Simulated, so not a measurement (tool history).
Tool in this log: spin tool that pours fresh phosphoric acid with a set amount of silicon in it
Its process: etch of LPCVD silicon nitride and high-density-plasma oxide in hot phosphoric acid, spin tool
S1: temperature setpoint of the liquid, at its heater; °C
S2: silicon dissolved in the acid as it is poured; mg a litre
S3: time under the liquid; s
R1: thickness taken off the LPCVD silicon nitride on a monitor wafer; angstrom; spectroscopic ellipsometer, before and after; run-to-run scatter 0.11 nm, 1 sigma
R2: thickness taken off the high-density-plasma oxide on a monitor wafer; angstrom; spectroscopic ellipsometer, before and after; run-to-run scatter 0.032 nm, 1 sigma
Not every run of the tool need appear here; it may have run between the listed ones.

run	hour	S1	S2	S3	R1	R2
1	0.0	162.0	9.5	180	152.01	4.1538
2	8.7	162.0	9.5	120	102.25	2.9538
3	17.6	162.0	13.0	120	102.01	2.7319
4	19.2	162.0	9.5	120	101.73	2.7057
5	24.6	162.0	9.5	160	136.66	4.1755
6	30.0	162.5	11.5	170	146.67	4.0431
7	33.7	163.0	13.0	175	153.59	4.4121
8	41.2	163.0	14.5	185	163.05	4.8412
9	41.9	163.0	15.0	195	171.28	4.1789
10	44.5	163.5	16.0	200	178.50	4.6396
11	52.4	163.5	17.0	205	184.18	4.6751
12	57.0	163.5	18.0	210	188.36	5.1433
13	65.2	164.0	18.0	210	190.20	4.6887
14	73.6	164.5	18.5	215	197.80	5.1787
15	78.4	164.5	19.0	220	204.55	5.0172
16	82.9	164.5	19.0	220	203.48	5.1436
17	84.9	164.5	19.5	225	208.72	5.2310
18	91.5	164.5	20.0	225	208.14	4.3572

Run 19 is up next; what results do you expect?
19	99.1	165.0	20.0	225	?	?

{"run 19": {"R1": 210.58, "R2": 4.998}}

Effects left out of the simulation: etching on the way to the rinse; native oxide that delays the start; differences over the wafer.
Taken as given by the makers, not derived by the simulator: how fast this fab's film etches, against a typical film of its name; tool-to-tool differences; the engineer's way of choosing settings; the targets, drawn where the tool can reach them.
